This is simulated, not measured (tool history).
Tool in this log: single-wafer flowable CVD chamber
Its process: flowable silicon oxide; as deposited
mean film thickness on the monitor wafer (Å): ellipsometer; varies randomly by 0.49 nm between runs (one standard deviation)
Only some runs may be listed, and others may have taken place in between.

run,hour,heater temperature setpoint (°C),chamber pressure (mTorr),RF power (W),deposition time (s),mean film thickness on the monitor wafer (Å)
1,0,105,753,1895,696,3216.8
2,2.4,107,753,1895,696,2986.4
3,5.9,107,825,1895,696,3257.5
4,10,109,824,1895,696,3025.8
5,13.2,111,824,1895,696,2807.5
6,14.7,112,824,1895,696,2718
7,20.2,113,824,1895,696,2628.7
8,22.2,114,824,1895,696,2536.2
9,28.8,115,824,1895,696,2432
10,35.9,116,824,1895,696,2348.4
11,44.5,117,824,1895,696,2266.6

Predict the results of run 12:
12,46.1,118,824,1895,696,?

{"run 12": {"mean film thickness on the monitor wafer (Å)": 2201.8}}

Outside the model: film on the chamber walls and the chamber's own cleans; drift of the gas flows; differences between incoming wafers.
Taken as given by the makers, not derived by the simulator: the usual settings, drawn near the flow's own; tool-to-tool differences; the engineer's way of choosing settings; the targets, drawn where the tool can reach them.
